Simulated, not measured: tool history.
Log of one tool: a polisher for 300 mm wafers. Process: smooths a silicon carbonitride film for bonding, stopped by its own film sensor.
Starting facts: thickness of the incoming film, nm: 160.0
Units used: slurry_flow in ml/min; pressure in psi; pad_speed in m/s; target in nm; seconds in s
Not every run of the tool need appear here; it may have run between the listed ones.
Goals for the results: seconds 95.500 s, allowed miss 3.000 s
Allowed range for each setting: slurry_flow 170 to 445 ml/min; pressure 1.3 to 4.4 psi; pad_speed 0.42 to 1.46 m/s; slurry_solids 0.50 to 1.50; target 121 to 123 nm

Run 1, day 0.000: slurry_flow 285 ml/min, pressure 2.8 psi, pad_speed 0.94 m/s, slurry_solids 1.00, target 123 nm. Result: seconds 143.090 s.
Run 2, day 0.312: slurry_flow 285 ml/min, pressure 2.4 psi, pad_speed 0.94 m/s, slurry_solids 1.00, target 123 nm. Result: seconds 166.650 s.
Run 3, day 0.462: slurry_flow 285 ml/min, pressure 3.0 psi, pad_speed 0.94 m/s, slurry_solids 1.00, target 123 nm. Result: seconds 133.600 s.
Run 4, day 0.767: slurry_flow 285 ml/min, pressure 3.3 psi, pad_speed 0.94 m/s, slurry_solids 1.00, target 123 nm. Result: seconds 124.100 s.
Run 5, day 0.962: slurry_flow 285 ml/min, pressure 3.3 psi, pad_speed 0.94 m/s, slurry_solids 0.80, target 123 nm. Result: seconds 136.520 s.
Run 6, day 1.238: slurry_flow 285 ml/min, pressure 3.3 psi, pad_speed 0.84 m/s, slurry_solids 0.80, target 123 nm. Result: seconds 143.670 s.
Run 7, day 1.575: slurry_flow 285 ml/min, pressure 3.6 psi, pad_speed 0.86 m/s, slurry_solids 0.80, target 123 nm. Result: seconds 129.380 s.
Run 8, day 1.733: slurry_flow 290 ml/min, pressure 4.4 psi, pad_speed 0.92 m/s, slurry_solids 0.80, target 123 nm. Result: seconds 101.570 s.
Run 9, day 1.792: slurry_flow 290 ml/min, pressure 4.4 psi, pad_speed 0.94 m/s, slurry_solids 0.80, target 123 nm. Result: seconds 100.090 s.
Run 10, day 2.050: slurry_flow 290 ml/min, pressure 4.4 psi, pad_speed 0.94 m/s, slurry_solids 0.80, target 123 nm. Result: seconds 100.500 s.
Run 11, day 2.262: slurry_flow 290 ml/min, pressure 4.4 psi, pad_speed 0.96 m/s, slurry_solids 0.80, target 123 nm. Result: seconds 98.705 s.

Exercise: of the 4 proposed moves below, exactly one satisfies all targets within the stated allowed misses. Which move is it?
Run A, day 2.475: slurry_flow 275 ml/min, pressure 4.0 psi, pad_speed 1.10 m/s, slurry_solids 0.85, target 121 nm. Result: seconds ?.
Run B, day 2.475: slurry_flow 265 ml/min, pressure 4.4 psi, pad_speed 1.06 m/s, slurry_solids 0.70, target 122 nm. Result: seconds ?.
Run C, day 2.475: slurry_flow 245 ml/min, pressure 4.4 psi, pad_speed 1.16 m/s, slurry_solids 0.80, target 121 nm. Result: seconds ?.
Run D, day 2.475: slurry_flow 255 ml/min, pressure 3.6 psi, pad_speed 1.06 m/s, slurry_solids 1.05, target 123 nm. Result: seconds ?.

move  seconds
   A  104.130
   B  103.640
   C   95.527
   D  103.020
A: further off than the last run
B: further off than the last run
C: each result inside its tolerance
D: further off than the last run
So the answer is move C, the one that meets all the targets.

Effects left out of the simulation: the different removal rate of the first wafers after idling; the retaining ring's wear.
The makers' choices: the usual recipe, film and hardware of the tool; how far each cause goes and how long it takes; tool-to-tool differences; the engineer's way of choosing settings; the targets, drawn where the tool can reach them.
